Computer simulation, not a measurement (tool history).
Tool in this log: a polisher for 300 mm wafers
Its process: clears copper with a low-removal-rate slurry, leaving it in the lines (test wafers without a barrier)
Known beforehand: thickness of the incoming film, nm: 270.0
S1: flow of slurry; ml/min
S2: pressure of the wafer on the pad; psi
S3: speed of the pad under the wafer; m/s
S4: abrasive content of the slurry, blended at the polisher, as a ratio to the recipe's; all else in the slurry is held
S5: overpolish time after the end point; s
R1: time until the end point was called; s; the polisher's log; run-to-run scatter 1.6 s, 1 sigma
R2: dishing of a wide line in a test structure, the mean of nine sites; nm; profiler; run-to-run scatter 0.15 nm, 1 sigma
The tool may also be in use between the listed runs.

run,day,S1,S2,S3,S4,S5,R1,R2
1,0,170,2.2,1.3,1,10,96.612,16.076
2,0.362,170,1.8,1.3,1,10,111.18,14.084
3,0.496,165,1.7,1.3,1,10,117.27,13.379
4,0.854,190,1.7,1.3,1,10,112.97,13.843
5,1.2,180,1.6,1.3,1,10,119.11,13.568
6,1.354,215,1.6,1.3,1,10,113.79,13.95
7,1.408,205,1.5,1.3,1,10,118.34,13.474
8,1.483,195,1.4,1.3,1,10,127.48,12.918
9,1.538,185,1.4,1.3,1,10,130.87,12.72
10,1.571,185,1.4,1.3,1,10,124.69,12.611
11,1.638,180,1.3,1.3,1,10,135.43,12.125

Expected results for the next run?
12,1.858,170,1.3,1.3,1,10,?,?

R1: 136.25 s
R2: 11.876 nm
